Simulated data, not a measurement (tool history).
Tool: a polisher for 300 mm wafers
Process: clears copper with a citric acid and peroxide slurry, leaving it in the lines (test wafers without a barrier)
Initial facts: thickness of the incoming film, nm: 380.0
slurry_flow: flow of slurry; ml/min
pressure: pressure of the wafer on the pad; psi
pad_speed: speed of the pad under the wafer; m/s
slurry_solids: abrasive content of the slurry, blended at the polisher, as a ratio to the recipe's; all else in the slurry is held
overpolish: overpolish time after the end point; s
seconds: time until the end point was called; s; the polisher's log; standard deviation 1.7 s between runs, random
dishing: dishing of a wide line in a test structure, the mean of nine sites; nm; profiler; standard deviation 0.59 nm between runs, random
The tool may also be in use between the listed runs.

run  hour  slurry_flow  pressure  pad_speed  slurry_solids  overpolish  seconds  dishing
  1     0          130       4.2       1.38              1          20   91.226    41.99
  2   4.6          130       4.1       1.38              1          18   94.886   39.088
  3  10.2          130         4       1.38              1          16   98.618   32.869
  4    13          130       3.9       1.38              1          15   98.614   32.116
     19.6  -- worn pad replaced by a new one
  5  19.6          130       3.9        1.1              1          15   108.89   29.687
  6  27.5          130       3.9        1.1            0.8          15   116.34   29.133
  7  28.6          130         4        1.1            0.8          15   111.86   29.411

For run 8, what comes out?
  8  36.9          130       4.1        1.1            0.8          15        ?        ?

Run 8 came out at seconds 109.87 s, dishing 30.358 nm.
